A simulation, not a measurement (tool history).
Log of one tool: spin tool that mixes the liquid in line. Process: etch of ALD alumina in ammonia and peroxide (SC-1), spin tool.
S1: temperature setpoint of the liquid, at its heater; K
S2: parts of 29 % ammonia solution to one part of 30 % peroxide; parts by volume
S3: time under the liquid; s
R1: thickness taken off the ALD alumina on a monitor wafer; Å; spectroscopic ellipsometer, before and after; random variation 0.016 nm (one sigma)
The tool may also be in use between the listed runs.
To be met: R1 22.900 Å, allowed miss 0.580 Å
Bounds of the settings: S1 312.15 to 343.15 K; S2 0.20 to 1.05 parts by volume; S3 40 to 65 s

run,hour,S1,S2,S3,R1
1,0.0,328.15,0.55,65,45.085
2,1.6,328.15,0.55,40,27.461
3,8.2,327.65,0.55,40,26.690
4,13.3,327.65,0.55,40,26.735
5,16.8,327.65,0.55,40,27.274
6,20.6,327.15,0.55,40,26.324
# hour 24.8: thermometer replaced
7,24.8,326.65,0.55,40,27.239
8,25.6,322.15,0.55,40,21.069
9,28.1,324.15,0.55,40,24.026

Which of these 5 next moves meets every target?
A,30.6,320.15,0.60,45,?
B,30.6,320.15,0.70,50,?
C,30.6,323.15,0.75,40,?
D,30.6,321.15,0.20,55,?
E,30.6,313.65,0.55,65,?

move,R1
A,21.218
B,23.924
C,22.761
D,24.697
E,20.919
A: takes the result that was furthest off past its target
B: nearer than the last run, and not there yet
C: meets every target
D: further off than the last run
E: takes the result that was furthest off past its target
Answer: C
